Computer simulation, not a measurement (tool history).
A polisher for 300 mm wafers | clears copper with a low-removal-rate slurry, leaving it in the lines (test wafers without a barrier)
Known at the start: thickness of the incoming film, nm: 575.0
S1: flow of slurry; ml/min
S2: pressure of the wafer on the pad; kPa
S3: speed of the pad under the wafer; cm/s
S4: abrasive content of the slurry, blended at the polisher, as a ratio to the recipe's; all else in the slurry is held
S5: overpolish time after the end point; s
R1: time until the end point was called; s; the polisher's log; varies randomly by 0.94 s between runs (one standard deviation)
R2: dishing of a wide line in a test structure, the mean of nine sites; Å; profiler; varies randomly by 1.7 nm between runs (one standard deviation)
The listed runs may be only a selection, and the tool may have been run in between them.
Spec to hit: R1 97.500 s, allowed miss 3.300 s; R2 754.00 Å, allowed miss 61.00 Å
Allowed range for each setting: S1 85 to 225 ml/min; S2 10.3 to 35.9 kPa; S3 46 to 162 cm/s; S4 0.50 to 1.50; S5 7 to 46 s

run 1 hour=0.0 | S1=145 S2=22.8 S3=104 S4=1.00 S5=24 | R1=136.720 R2=558.34
run 2 hour=3.9 | S1=145 S2=22.8 S3=124 S4=1.00 S5=24 | R1=119.990 R2=612.74
run 3 hour=6.0 | S1=150 S2=24.1 S3=124 S4=1.00 S5=25 | R1=111.140 R2=655.13
run 4 hour=10.2 | S1=155 S2=24.8 S3=124 S4=1.00 S5=26 | R1=108.270 R2=651.13
run 5 hour=17.4 | S1=155 S2=24.8 S3=124 S4=0.90 S5=26 | R1=111.470 R2=646.53
run 6 hour=24.7 | S1=155 S2=25.5 S3=124 S4=0.90 S5=27 | R1=109.130 R2=682.55
run 7 hour=28.1 | S1=155 S2=25.5 S3=124 S4=0.90 S5=27 | R1=108.450 R2=683.68
run 8 hour=30.8 | S1=160 S2=26.2 S3=124 S4=0.90 S5=28 | R1=105.900 R2=692.03
run 9 hour=34.5 | S1=160 S2=26.9 S3=124 S4=0.90 S5=29 | R1=104.440 R2=715.36
run 10 hour=38.9 | S1=160 S2=27.6 S3=124 S4=0.90 S5=29 | R1=103.010 R2=740.47

4 candidate next runs follow, results not yet known. Just one meets every target within its allowed miss. Identify it.
run A hour=43.3 | S1=150 S2=27.6 S3=140 S4=0.80 S5=30 | R1=? R2=?
run B hour=43.3 | S1=90 S2=31.7 S3=112 S4=0.95 S5=25 | R1=? R2=?
run C hour=43.3 | S1=150 S2=26.9 S3=134 S4=0.65 S5=32 | R1=? R2=?
run D hour=43.3 | S1=175 S2=29.0 S3=106 S4=1.05 S5=25 | R1=? R2=?

move=A R1=96.464 R2=771.63
move=B R1=109.290 R2=673.75
move=C R1=106.070 R2=759.84
move=D R1=108.260 R2=672.36
A: every result within its allowed miss
B: its largest miss is bigger than the last run's
C: its largest miss is bigger than the last run's
D: its largest miss is bigger than the last run's
Go with A: it meets all targets.

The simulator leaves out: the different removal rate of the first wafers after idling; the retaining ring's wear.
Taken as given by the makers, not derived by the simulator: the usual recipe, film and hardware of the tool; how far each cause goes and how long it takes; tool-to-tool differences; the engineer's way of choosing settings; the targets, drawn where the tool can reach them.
